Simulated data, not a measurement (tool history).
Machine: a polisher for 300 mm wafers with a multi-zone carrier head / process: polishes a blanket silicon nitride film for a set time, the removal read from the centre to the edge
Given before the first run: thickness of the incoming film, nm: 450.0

run    day  flow of slurry (ml/min)  pressure of the head's centre zone  pressure of the head's middle zone  pressure of the head's edge zone  polishing time (s)  film removed at the wafer's centre (nm)  film removed at mid-radius (nm)  film removed at the wafer's edge (nm)
  1  0.000                      285                                1.00                                1.00                              1.00                  63                                  114.560                          112.520                                114.070
  2  0.250                      285                                1.00                                0.93                              1.00                  63                                  116.140                          106.060                                114.630
  3  0.475                      275                                0.97                                0.91                              1.00                  60                                  105.630                           99.828                                107.780
  4  0.683                      275                                0.97                                0.99                              1.00                  60                                  106.240                          106.370                                108.680
  5  0.938                      265                                0.95                                0.95                              1.01                  57                                   98.060                           97.311                                102.270
  6  1.150                      265                                0.95                                0.89                              1.01                  57                                   96.138                           92.248                                102.840

Estimate the outcome of run 7 from the log above:
  7  1.412                      255                                0.94                                0.87                              1.02                  55                                        ?                                ?                                      ?

film removed at the wafer's centre (nm): 92.766
film removed at mid-radius (nm): 87.323
film removed at the wafer's edge (nm): 98.408
